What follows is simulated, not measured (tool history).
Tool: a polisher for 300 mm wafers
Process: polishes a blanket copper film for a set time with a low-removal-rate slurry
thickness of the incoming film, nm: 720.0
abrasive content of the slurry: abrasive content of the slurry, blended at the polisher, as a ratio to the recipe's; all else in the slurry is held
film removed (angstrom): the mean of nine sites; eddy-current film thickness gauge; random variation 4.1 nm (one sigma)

run	hour	flow of slurry (ml/min)	pressure of the wafer on the pad (kPa)	speed of the pad under the wafer (cm/s)	abrasive content of the slurry	polishing time (s)	film removed (angstrom)
1	0.0	240	13.1	90	1.00	110	2338.0
2	5.3	240	15.2	90	1.00	110	2593.9
3	8.7	240	15.2	90	1.00	110	2595.5
4	9.6	240	16.5	92	1.00	110	2797.0
5	17.9	240	16.5	92	1.00	115	3016.4
6	22.5	240	16.5	92	0.85	115	2856.7
7	28.6	240	17.9	94	0.85	115	3131.0
8	35.0	245	20.7	98	0.85	115	3620.5

Forecast run 9:
9	36.4	245	20.7	100	0.85	115	?

{"run 9": {"film removed (angstrom)": 3742.4}}
